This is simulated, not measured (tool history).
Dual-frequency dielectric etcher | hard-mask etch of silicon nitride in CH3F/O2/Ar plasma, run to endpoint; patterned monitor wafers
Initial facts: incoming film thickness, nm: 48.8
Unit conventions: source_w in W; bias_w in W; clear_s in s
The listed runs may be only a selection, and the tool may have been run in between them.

run,hour,source_w,bias_w,clear_s
1,0,490,72,59.387
2,3.9,490,78,57.835
3,11,470,77,59.065
4,13.1,450,76,60.794
5,19.1,510,76,57.376
6,24.4,490,75,58.23
7,32.2,470,74,60.046
8,37.2,460,73,60.625
9,42.5,450,72,61.645
10,51,440,71,62.916
11,52.1,430,71,63.115
12,53.4,420,71,63.656

The next listed run, before its measurement:
13,58.9,410,71,?

{"run 13": {"clear_s": 64.925}}

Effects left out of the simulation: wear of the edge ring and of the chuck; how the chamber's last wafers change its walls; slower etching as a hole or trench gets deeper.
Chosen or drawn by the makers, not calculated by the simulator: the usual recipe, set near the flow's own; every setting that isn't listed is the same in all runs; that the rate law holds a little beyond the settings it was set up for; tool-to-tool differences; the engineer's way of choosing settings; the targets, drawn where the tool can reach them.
